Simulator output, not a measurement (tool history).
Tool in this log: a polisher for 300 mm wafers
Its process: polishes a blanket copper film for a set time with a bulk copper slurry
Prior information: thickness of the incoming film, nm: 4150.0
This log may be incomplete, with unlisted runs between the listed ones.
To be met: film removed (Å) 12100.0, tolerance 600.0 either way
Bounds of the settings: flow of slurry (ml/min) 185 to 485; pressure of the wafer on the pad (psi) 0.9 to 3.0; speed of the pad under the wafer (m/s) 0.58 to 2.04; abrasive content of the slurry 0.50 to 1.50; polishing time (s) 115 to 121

run	hour	flow of slurry (ml/min)	pressure of the wafer on the pad (psi)	speed of the pad under the wafer (m/s)	abrasive content of the slurry	polishing time (s)	film removed (Å)
1	0.0	310	1.9	1.30	1.00	115	8380.8
2	3.5	310	2.1	1.32	1.00	115	9472.7
3	5.2	360	2.1	1.32	1.00	115	9768.8
4	8.9	360	2.2	1.32	1.00	115	9879.6
5	10.6	360	1.8	1.32	1.00	115	8185.3
6	12.7	360	1.8	1.50	1.00	115	9521.3
7	14.2	360	1.9	1.50	1.00	115	9908.4
8	15.1	360	2.0	1.50	1.00	115	10319.0
9	24.1	360	2.1	1.50	1.00	115	10727.0
10	27.6	360	2.2	1.50	1.00	115	11163.0

4 candidate next runs follow, results not yet known. Just one meets every target within its allowed miss. Identify it.
A	31.1	315	2.3	1.40	1.05	117	?
B	31.1	310	2.4	1.56	0.85	121	?
C	31.1	340	2.4	1.18	1.05	118	?
D	31.1	310	1.9	1.82	0.90	120	?

move	film removed (Å)
A	11085.0
B	12830.0
C	9926.8
D	11887.0
A: misses by more than the last run did
B: moves the result that the last run missed by most past its target, out the other side
C: misses by more than the last run did
D: all results in spec
The move that meets every target is D.
